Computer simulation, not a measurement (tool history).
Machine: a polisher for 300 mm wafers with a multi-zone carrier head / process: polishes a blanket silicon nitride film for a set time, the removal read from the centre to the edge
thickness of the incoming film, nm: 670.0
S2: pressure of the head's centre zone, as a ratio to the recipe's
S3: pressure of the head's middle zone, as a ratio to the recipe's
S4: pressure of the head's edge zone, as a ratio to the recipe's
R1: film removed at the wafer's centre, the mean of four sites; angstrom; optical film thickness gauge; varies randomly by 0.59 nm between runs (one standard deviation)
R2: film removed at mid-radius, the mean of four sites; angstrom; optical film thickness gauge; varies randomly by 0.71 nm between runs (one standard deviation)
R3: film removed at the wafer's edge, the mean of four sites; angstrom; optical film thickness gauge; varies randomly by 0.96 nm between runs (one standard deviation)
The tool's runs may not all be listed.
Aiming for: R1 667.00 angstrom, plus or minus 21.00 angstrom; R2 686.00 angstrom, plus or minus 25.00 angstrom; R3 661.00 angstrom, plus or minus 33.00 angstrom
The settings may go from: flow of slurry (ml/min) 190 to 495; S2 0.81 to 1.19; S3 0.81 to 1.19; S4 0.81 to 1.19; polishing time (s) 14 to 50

run 1 day=0.000 | flow_of_slurry_(ml/min)=320 S2=1.00 S3=1.00 S4=1.00 polishing_time_(s)=32 | R1=456.21 R2=456.12 R3=476.57
run 2 day=0.183 | flow_of_slurry_(ml/min)=280 S2=1.00 S3=1.00 S4=1.00 polishing_time_(s)=32 | R1=458.30 R2=454.72 R3=467.11
run 3 day=0.467 | flow_of_slurry_(ml/min)=280 S2=1.00 S3=1.06 S4=1.00 polishing_time_(s)=32 | R1=452.54 R2=478.92 R3=474.78
run 4 day=0.792 | flow_of_slurry_(ml/min)=225 S2=1.00 S3=1.06 S4=1.00 polishing_time_(s)=32 | R1=437.98 R2=455.73 R3=458.87
run 5 day=0.946 | flow_of_slurry_(ml/min)=225 S2=1.00 S3=1.10 S4=1.00 polishing_time_(s)=32 | R1=437.58 R2=476.38 R3=456.28
run 6 day=1.071 | flow_of_slurry_(ml/min)=225 S2=1.00 S3=1.10 S4=0.93 polishing_time_(s)=32 | R1=445.21 R2=478.90 R3=446.29
run 7 day=1.375 | flow_of_slurry_(ml/min)=240 S2=1.01 S3=1.11 S4=0.95 polishing_time_(s)=33 | R1=472.18 R2=500.63 R3=465.43
run 8 day=1.608 | flow_of_slurry_(ml/min)=255 S2=1.02 S3=1.12 S4=0.97 polishing_time_(s)=34 | R1=488.33 R2=514.04 R3=492.47
run 9 day=1.717 | flow_of_slurry_(ml/min)=270 S2=1.02 S3=1.13 S4=0.97 polishing_time_(s)=35 | R1=505.72 R2=539.66 R3=498.41
run 10 day=1.967 | flow_of_slurry_(ml/min)=275 S2=1.03 S3=1.13 S4=0.99 polishing_time_(s)=36 | R1=525.04 R2=567.60 R3=523.44
run 11 day=2.188 | flow_of_slurry_(ml/min)=285 S2=1.04 S3=1.13 S4=1.01 polishing_time_(s)=37 | R1=549.47 R2=581.58 R3=537.93
run 12 day=2.417 | flow_of_slurry_(ml/min)=285 S2=1.04 S3=1.13 S4=1.01 polishing_time_(s)=37 | R1=553.41 R2=574.71 R3=545.30

Next run, 5 choices. One meets every target within its allowed miss, the rest don't. Which?
run A day=2.646 | flow_of_slurry_(ml/min)=250 S2=1.11 S3=1.19 S4=0.93 polishing_time_(s)=47 | R1=? R2=? R3=?
run B day=2.646 | flow_of_slurry_(ml/min)=240 S2=1.04 S3=1.10 S4=1.00 polishing_time_(s)=46 | R1=? R2=? R3=?
run C day=2.646 | flow_of_slurry_(ml/min)=320 S2=1.02 S3=1.19 S4=0.98 polishing_time_(s)=45 | R1=? R2=? R3=?
run D day=2.646 | flow_of_slurry_(ml/min)=270 S2=1.07 S3=1.04 S4=1.14 polishing_time_(s)=47 | R1=? R2=? R3=?
run E day=2.646 | flow_of_slurry_(ml/min)=300 S2=0.97 S3=1.12 S4=0.99 polishing_time_(s)=32 | R1=? R2=? R3=?

move=A R1=734.95 R2=753.32 R3=663.24
move=B R1=669.04 R2=689.31 R3=669.40
move=C R1=667.16 R2=742.67 R3=665.05
move=D R1=715.44 R2=684.66 R3=738.58
move=E R1=447.46 R2=500.21 R3=473.16
A: carries the result that was furthest off beyond its target, to the other side
B: meets every target
C: corrects the largest miss of the last run, while another result sits out of spec
D: carries the result that was furthest off beyond its target, to the other side
E: lands further from the targets than the last run did
Go with B: it meets all targets.

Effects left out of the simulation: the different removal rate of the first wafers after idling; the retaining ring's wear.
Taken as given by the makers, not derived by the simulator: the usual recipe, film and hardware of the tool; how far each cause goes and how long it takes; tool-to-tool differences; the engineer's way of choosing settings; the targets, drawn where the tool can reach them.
